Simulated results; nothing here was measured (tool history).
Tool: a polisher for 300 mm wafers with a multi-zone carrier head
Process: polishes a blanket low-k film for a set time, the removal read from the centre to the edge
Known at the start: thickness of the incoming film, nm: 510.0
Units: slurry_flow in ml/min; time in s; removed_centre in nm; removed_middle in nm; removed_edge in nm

Run 1, hour 0: slurry_flow 280 ml/min, centre_zone 1, middle_zone 1, edge_zone 1, slurry_solids 1, time 87 s. Result: removed_centre 45.256 nm, removed_middle 43.427 nm, removed_edge 41.146 nm.
Run 2, hour 2.5: slurry_flow 280 ml/min, centre_zone 1, middle_zone 1.08, edge_zone 1, slurry_solids 1, time 87 s. Result: removed_centre 44.994 nm, removed_middle 45.284 nm, removed_edge 41.786 nm.
Run 3, hour 4: slurry_flow 280 ml/min, centre_zone 1, middle_zone 1.08, edge_zone 1, slurry_solids 1, time 103 s. Result: removed_centre 53.429 nm, removed_middle 54.529 nm, removed_edge 49.862 nm.
Run 4, hour 6.1: slurry_flow 270 ml/min, centre_zone 0.96, middle_zone 1.04, edge_zone 0.97, slurry_solids 0.9, time 103 s. Result: removed_centre 49.429 nm, removed_middle 49.688 nm, removed_edge 46.405 nm.
At hour 10.3: centre zone pressure recalibrated.
Run 5, hour 10.3: slurry_flow 270 ml/min, centre_zone 0.96, middle_zone 1.12, edge_zone 0.97, slurry_solids 0.9, time 103 s. Result: removed_centre 46.523 nm, removed_middle 53.815 nm, removed_edge 45.824 nm.
Run 6, hour 14.5: slurry_flow 260 ml/min, centre_zone 0.94, middle_zone 1.08, edge_zone 0.95, slurry_solids 0.85, time 103 s. Result: removed_centre 45.172 nm, removed_middle 50.722 nm, removed_edge 45.05 nm.

The next listed run, before its measurement:
Run 7, hour 21: slurry_flow 260 ml/min, centre_zone 0.88, middle_zone 0.99, edge_zone 0.85, slurry_solids 0.6, time 102 s. Result: removed_centre ?, removed_middle ?, removed_edge ?.

{"run 7": {"removed_centre": 36.529, "removed_middle": 39.61, "removed_edge": 34.976}}
